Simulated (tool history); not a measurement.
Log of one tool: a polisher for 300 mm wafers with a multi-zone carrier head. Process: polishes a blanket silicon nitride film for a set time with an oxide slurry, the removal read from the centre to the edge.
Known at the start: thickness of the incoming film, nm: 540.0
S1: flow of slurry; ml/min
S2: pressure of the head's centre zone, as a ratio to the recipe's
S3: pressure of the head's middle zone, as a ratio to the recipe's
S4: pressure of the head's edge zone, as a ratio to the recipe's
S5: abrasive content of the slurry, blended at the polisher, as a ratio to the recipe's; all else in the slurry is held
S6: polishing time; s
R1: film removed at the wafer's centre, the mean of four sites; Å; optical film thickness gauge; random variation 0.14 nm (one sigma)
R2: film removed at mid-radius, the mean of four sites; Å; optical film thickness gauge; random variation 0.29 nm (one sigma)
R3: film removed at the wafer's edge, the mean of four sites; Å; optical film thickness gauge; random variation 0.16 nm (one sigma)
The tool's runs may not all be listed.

run 1 hour=0 | S1=165 S2=1 S3=1 S4=1 S5=1 S6=42 | R1=246.07 R2=256.22 R3=251.26
run 2 hour=1.1 | S1=165 S2=1 S3=1 S4=1 S5=0.9 S6=42 | R1=241.93 R2=250.11 R3=242.89
run 3 hour=5.5 | S1=160 S2=0.97 S3=1.01 S4=0.99 S5=0.85 S6=42 | R1=232.44 R2=240.55 R3=238.46
run 4 hour=8.9 | S1=160 S2=1.01 S3=1.01 S4=0.99 S5=0.85 S6=42 | R1=241.56 R2=241.68 R3=237.25
run 5 hour=10.8 | S1=160 S2=1.01 S3=1.01 S4=0.95 S5=0.85 S6=42 | R1=242.44 R2=246.81 R3=230.56
run 6 hour=19.7 | S1=160 S2=0.96 S3=1.01 S4=0.95 S5=0.85 S6=42 | R1=229.99 R2=242.46 R3=231.15
run 7 hour=20.9 | S1=160 S2=0.94 S3=1.04 S4=0.95 S5=0.85 S6=41 | R1=218.27 R2=242.7 R3=226.89
run 8 hour=21.8 | S1=155 S2=0.92 S3=1.06 S4=0.94 S5=0.8 S6=41 | R1=209.68 R2=243.62 R3=221.97
run 9 hour=24 | S1=150 S2=0.9 S3=1.07 S4=0.93 S5=0.75 S6=41 | R1=197.17 R2=235.23 R3=210.5
run 10 hour=31.9 | S1=145 S2=0.89 S3=1.08 S4=0.92 S5=0.75 S6=41 | R1=194.99 R2=238.28 R3=211.72
run 11 hour=33.4 | S1=140 S2=0.88 S3=1.09 S4=0.91 S5=0.75 S6=41 | R1=190.1 R2=237.43 R3=214.06
run 12 hour=35.3 | S1=140 S2=0.88 S3=1.09 S4=0.91 S5=0.75 S6=41 | R1=191.2 R2=236.64 R3=210.1
run 13 hour=40.7 | S1=135 S2=0.87 S3=1.1 S4=0.9 S5=0.75 S6=41 | R1=190.03 R2=241.54 R3=209.62

Run 14 comes next. What will it give?
run 14 hour=42.2 | S1=110 S2=0.81 S3=1.11 S4=0.87 S5=0.65 S6=41 | R1=? R2=? R3=?

R1: 159.1 Å
R2: 222.03 Å
R3: 190.53 Å

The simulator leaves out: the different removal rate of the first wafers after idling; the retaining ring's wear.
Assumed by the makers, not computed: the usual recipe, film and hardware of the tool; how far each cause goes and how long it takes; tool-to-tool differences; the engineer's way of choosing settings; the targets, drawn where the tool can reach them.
